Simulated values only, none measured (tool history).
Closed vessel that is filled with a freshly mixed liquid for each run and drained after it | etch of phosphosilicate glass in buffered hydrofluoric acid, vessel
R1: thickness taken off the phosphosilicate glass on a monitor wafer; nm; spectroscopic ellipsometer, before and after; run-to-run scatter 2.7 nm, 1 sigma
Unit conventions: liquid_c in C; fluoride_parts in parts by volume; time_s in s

run 1 hour=0.0 | liquid_c=21.0 fluoride_parts=13.5 time_s=30 | R1=155.64
run 2 hour=1.1 | liquid_c=21.0 fluoride_parts=10.5 time_s=30 | R1=197.00
run 3 hour=2.6 | liquid_c=21.0 fluoride_parts=10.5 time_s=30 | R1=199.36
run 4 hour=11.2 | liquid_c=23.5 fluoride_parts=9.5 time_s=30 | R1=245.41
run 5 hour=12.1 | liquid_c=20.0 fluoride_parts=9.5 time_s=30 | R1=200.63
run 6 hour=14.8 | liquid_c=23.0 fluoride_parts=9.0 time_s=30 | R1=244.19

Run 7 is up next; what results do you expect?
run 7 hour=19.2 | liquid_c=25.0 fluoride_parts=8.5 time_s=30 | R1=?

R1: 290.80 nm

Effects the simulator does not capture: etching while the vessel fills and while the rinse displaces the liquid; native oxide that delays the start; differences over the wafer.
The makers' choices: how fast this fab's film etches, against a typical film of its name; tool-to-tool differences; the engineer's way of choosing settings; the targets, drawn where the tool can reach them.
